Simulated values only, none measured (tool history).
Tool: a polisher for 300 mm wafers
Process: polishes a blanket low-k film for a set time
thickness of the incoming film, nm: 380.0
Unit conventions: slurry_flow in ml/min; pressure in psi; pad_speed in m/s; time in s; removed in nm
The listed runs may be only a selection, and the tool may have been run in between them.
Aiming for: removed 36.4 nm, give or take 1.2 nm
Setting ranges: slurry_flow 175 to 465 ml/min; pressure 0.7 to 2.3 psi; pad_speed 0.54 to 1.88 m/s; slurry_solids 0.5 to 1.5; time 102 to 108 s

run  hour  slurry_flow  pressure  pad_speed  slurry_solids  time  removed
  1     0          295       1.5        1.2              1   102   43.939
  2   4.9          295       1.5        1.2              1   108   45.018
  3   7.5          295       1.5       1.32              1   108   49.379
  4  16.2          295       1.5        1.6              1   108   55.838
  5  22.4          295       1.5        1.6           0.85   108   49.682
  6    24          295       1.5        1.6           1.05   108   56.491
  7  26.8          295       1.1       1.56           1.05   108   41.003
  8  30.9          295         1       1.56           1.05   108   37.819

Of the 4 settings listed for the next run, only one would bring every result within its allowed miss of target. Which one?
  A    35          280         1       1.64           1.15   104        ?
  B    35          285         1       1.62           1.05   103        ?
  C    35          300         1       1.66           1.05   108        ?
  D    35          330       1.3        1.4            0.9   105        ?

move  removed
   A   39.159
   B   36.724
   C   39.226
   D    40.43
A: lands further from the targets than the last run did
B: every result within its allowed miss
C: lands further from the targets than the last run did
D: lands further from the targets than the last run did
B is the move that brings every result within its allowed miss.
